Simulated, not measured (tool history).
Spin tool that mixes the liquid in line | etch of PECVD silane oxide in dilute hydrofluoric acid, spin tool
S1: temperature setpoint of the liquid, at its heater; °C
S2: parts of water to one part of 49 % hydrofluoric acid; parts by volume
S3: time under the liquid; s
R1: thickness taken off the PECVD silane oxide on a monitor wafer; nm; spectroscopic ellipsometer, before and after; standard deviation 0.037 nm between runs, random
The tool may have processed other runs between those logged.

run    day    S1   S2   S3      R1
  1      0    23  295  125  6.8503
  2  0.221    23  400  125  4.5652
  3  0.262    23  400  125  4.4935
  4  0.312    23  400  125  4.5315
  5  0.433    23  300  125  6.7452
     0.483  -- hydrofluoric acid flow meter replaced
  6  0.483  23.5  300  125  8.0452
  7  0.817  23.5  300  125  8.0254

Predict the results of run 8:
  8  0.958  23  300  125   ?

{"run 8": {"R1": 7.9272}}

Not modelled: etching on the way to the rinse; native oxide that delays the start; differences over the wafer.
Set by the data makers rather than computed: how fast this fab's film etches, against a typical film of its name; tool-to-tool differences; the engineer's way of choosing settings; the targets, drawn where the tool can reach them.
